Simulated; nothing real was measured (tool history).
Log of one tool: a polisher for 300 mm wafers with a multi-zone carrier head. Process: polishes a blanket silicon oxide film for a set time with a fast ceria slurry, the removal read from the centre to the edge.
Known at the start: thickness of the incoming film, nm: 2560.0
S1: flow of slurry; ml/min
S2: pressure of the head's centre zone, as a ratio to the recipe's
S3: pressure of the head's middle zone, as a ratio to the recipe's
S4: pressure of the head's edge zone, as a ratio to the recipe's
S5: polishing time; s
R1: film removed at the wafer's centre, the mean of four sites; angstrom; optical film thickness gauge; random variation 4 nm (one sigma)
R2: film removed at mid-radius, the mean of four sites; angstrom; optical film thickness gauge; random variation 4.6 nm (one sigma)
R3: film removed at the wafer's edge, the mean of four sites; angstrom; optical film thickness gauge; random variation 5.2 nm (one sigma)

run	day	S1	S2	S3	S4	S5	R1	R2	R3
1	0	190	1	1	1	40	3825	4007.8	3968.5
2	0.1	185	0.99	0.97	0.99	39	3622.5	3785.2	3784.5
3	0.392	185	0.99	0.97	0.99	45	4120	4415.1	4526.4
4	0.433	185	0.99	0.97	0.99	41	3775.3	3911	4155.5
5	0.558	185	0.99	0.96	0.98	39	3641.7	3668	3925.7
6	0.838	180	0.99	0.96	0.98	38	3503.5	3654.7	3867.9
7	0.938	185	0.99	0.95	0.98	37	3414.1	3384.9	3795.5
8	1.15	185	0.99	0.95	0.98	37	3447.9	3484.1	3804

Forecast run 9:
9	1.454	185	1	0.95	0.98	36	?	?	?

{"run 9": {"R1": 3425.9, "R2": 3444.7, "R3": 3503.6}}
